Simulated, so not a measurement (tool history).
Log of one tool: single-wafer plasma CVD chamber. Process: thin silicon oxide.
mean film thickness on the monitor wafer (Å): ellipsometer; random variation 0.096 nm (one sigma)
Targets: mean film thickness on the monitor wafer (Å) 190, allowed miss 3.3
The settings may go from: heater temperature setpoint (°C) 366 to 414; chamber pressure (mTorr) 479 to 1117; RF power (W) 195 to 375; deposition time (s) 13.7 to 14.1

run  hour  heater temperature setpoint (°C)  chamber pressure (mTorr)  RF power (W)  deposition time (s)  mean film thickness on the monitor wafer (Å)
  1     0                               390                       798           285                 13.7                                        250.77
  2   3.2                               400                       798           285                 13.7                                        248.39
  3   7.2                               400                       798           305                 13.7                                        257.25
  4  12.6                               400                       798           305                 13.7                                           257
  5    14                               392                       798           305                 13.7                                        257.96
  6  16.9                               392                       726           305                 13.7                                        235.66
  7  25.4                               392                       678           305                 13.7                                        223.12
  8  32.3                               392                       641           305                 13.7                                        211.02
  9  37.4                               392                       618           305                 13.7                                        203.29
 10  42.3                               392                       555           305                 13.7                                        184.41
 11  47.6                               391                       560           305                 13.7                                        185.62

5 next moves are on the table. One of them brings every result within its allowed miss. Which?
  A  52.9                               387                       579           275                 13.7                                             ?
  B  52.9                               381                       547           275                 14.1                                             ?
  C  52.9                               388                       526           310                   14                                             ?
  D  52.9                               375                       535           310                 13.7                                             ?
  E  52.9                               384                       568           290                 14.1                                             ?

move  mean film thickness on the monitor wafer (Å)
   A                                        183.23
   B                                        179.41
   C                                        180.59
   D                                        181.34
   E                                        190.41
A: further off than the last run
B: further off than the last run
C: further off than the last run
D: further off than the last run
E: meets every target
The right move is E.
